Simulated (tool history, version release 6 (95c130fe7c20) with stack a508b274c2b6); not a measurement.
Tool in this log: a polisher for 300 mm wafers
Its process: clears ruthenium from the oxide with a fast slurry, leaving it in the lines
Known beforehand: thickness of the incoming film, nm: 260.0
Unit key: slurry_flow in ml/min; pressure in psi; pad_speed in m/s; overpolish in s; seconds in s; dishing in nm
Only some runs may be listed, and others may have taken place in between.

run,hour,slurry_flow,pressure,pad_speed,slurry_solids,overpolish,seconds,dishing
1,0.0,200,3.4,0.88,1.0,29,74.602,76.018
2,5.3,200,3.2,0.88,1.0,26,76.510,66.402
3,11.0,200,3.2,0.88,1.0,19,76.645,54.575
4,14.4,200,3.0,0.88,1.0,19,79.920,53.721
5,18.6,200,2.4,0.88,1.0,19,89.294,46.869
6,26.5,200,2.3,0.88,1.0,19,91.634,45.717
7,34.4,195,1.8,0.88,1.0,16,107.410,34.964

For run 8, what comes out?
8,37.2,200,1.8,0.88,1.0,16,?,?

{"run 8": {"seconds": 107.35, "dishing": 35.325}}

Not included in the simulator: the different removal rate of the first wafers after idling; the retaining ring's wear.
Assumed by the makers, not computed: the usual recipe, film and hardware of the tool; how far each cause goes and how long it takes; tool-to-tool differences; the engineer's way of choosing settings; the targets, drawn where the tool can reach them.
